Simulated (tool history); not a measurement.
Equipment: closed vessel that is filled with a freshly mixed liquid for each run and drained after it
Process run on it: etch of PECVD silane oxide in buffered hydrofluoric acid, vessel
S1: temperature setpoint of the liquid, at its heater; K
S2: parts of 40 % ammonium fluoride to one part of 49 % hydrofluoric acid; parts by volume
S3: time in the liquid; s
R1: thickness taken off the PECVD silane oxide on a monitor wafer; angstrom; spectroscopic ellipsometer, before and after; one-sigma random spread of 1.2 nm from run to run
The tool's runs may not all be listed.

run  hour      S1    S2   S3      R1
  1   0.0  297.15  20.5   95  1531.8
  2   7.4  297.15  20.5   95  1517.8
  3  11.6  297.15  20.5  100  1619.6
  4  14.4  297.15  20.5   95  1524.9
  5  20.6  297.15  25.0   95  1334.9
  6  24.3  297.15  21.0   95  1491.5
  7  25.5  299.15  20.5   95  1694.0
  8  31.1  300.65  20.0   95  1883.0

Run 9, settings as shown, results not yet in. Your forecast:
  9  39.1  301.65  20.0  95   ?

R1: 2004.8 angstrom
